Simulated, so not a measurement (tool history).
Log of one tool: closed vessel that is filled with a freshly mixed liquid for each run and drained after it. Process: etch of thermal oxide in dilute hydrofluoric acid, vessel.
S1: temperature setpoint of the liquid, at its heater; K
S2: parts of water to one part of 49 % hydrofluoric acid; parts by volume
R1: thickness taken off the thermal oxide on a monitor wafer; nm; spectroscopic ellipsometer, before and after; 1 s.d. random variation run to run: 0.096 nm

run 1 day=0 | S1=296.15 S2=190 time_in_the_liquid_(s)=505 | R1=9.6626
run 2 day=0.358 | S1=294.15 S2=190 time_in_the_liquid_(s)=505 | R1=8.9138
run 3 day=0.425 | S1=297.15 S2=185 time_in_the_liquid_(s)=505 | R1=10.276
run 4 day=0.683 | S1=297.15 S2=185 time_in_the_liquid_(s)=505 | R1=10.335
run 5 day=0.721 | S1=299.15 S2=185 time_in_the_liquid_(s)=505 | R1=11.105
run 6 day=0.867 | S1=299.15 S2=235 time_in_the_liquid_(s)=505 | R1=8.2671
run 7 day=1.108 | S1=303.15 S2=165 time_in_the_liquid_(s)=505 | R1=14.762

Run 8 has not been measured yet. What should we expect?
run 8 day=1.442 | S1=302.65 S2=165 time_in_the_liquid_(s)=505 | R1=?

R1: 14.629 nm
